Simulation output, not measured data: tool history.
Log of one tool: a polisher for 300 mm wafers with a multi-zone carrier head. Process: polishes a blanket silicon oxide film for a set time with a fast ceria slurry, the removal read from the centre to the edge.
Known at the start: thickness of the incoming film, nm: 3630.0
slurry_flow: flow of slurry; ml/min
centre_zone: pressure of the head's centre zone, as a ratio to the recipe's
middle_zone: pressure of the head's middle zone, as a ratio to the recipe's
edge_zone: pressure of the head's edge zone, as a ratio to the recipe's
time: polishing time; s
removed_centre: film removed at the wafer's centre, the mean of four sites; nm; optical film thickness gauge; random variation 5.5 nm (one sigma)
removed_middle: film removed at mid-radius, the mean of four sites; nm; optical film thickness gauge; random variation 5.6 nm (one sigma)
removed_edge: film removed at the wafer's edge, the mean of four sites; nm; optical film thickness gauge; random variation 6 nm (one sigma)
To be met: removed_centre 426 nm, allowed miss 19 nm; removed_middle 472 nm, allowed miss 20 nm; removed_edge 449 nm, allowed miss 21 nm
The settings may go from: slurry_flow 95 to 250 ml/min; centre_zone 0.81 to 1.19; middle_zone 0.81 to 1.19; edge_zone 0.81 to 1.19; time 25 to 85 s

Run 1, day 0: slurry_flow 160 ml/min, centre_zone 1, middle_zone 1, edge_zone 1, time 55 s. Result: removed_centre 713.42 nm, removed_middle 721.99 nm, removed_edge 701.65 nm.
Run 2, day 0.225: slurry_flow 155 ml/min, centre_zone 0.97, middle_zone 0.99, edge_zone 0.97, time 49 s. Result: removed_centre 615.13 nm, removed_middle 636.7 nm, removed_edge 632.84 nm.
Run 3, day 0.446: slurry_flow 135 ml/min, centre_zone 0.97, middle_zone 0.99, edge_zone 0.97, time 49 s. Result: removed_centre 595.36 nm, removed_middle 634.7 nm, removed_edge 600.03 nm.
Run 4, day 0.721: slurry_flow 135 ml/min, centre_zone 0.97, middle_zone 1.08, edge_zone 0.97, time 49 s. Result: removed_centre 605.6 nm, removed_middle 663.05 nm, removed_edge 616.57 nm.
Run 5, day 1.092: slurry_flow 130 ml/min, centre_zone 0.96, middle_zone 1.05, edge_zone 0.96, time 45 s. Result: removed_centre 530.64 nm, removed_middle 584.5 nm, removed_edge 543.14 nm.
Run 6, day 1.388: slurry_flow 130 ml/min, centre_zone 0.96, middle_zone 1.05, edge_zone 0.92, time 45 s. Result: removed_centre 542.71 nm, removed_middle 589.48 nm, removed_edge 541.54 nm.
Run 7, day 1.721: slurry_flow 125 ml/min, centre_zone 0.94, middle_zone 1.02, edge_zone 0.91, time 43 s. Result: removed_centre 497.33 nm, removed_middle 556 nm, removed_edge 519.66 nm.
Run 8, day 1.804: slurry_flow 120 ml/min, centre_zone 0.94, middle_zone 1, edge_zone 0.9, time 41 s. Result: removed_centre 467.87 nm, removed_middle 512.46 nm, removed_edge 485.1 nm.

4 next moves are on the table. One of them brings every result within its allowed miss. Which?
Run A, day 1.888: slurry_flow 190 ml/min, centre_zone 0.92, middle_zone 0.81, edge_zone 0.99, time 39 s. Result: removed_centre ?, removed_middle ?, removed_edge ?.
Run B, day 1.888: slurry_flow 130 ml/min, centre_zone 0.86, middle_zone 0.83, edge_zone 0.94, time 41 s. Result: removed_centre ?, removed_middle ?, removed_edge ?.
Run C, day 1.888: slurry_flow 140 ml/min, centre_zone 0.91, middle_zone 0.95, edge_zone 0.89, time 41 s. Result: removed_centre ?, removed_middle ?, removed_edge ?.
Run D, day 1.888: slurry_flow 110 ml/min, centre_zone 0.93, middle_zone 1, edge_zone 0.91, time 39 s. Result: removed_centre ?, removed_middle ?, removed_edge ?.

move  removed_centre  removed_middle  removed_edge
   A          479.18          455.13        510.88
   B          438.59          457.13        500.77
   C          471.94          509.44        492.39
   D          434.83           479.4        457.36
A: further off than the last run
B: brings the result that was furthest off to its target, and leaves another outside
C: further off than the last run
D: meets every target
Answer: D
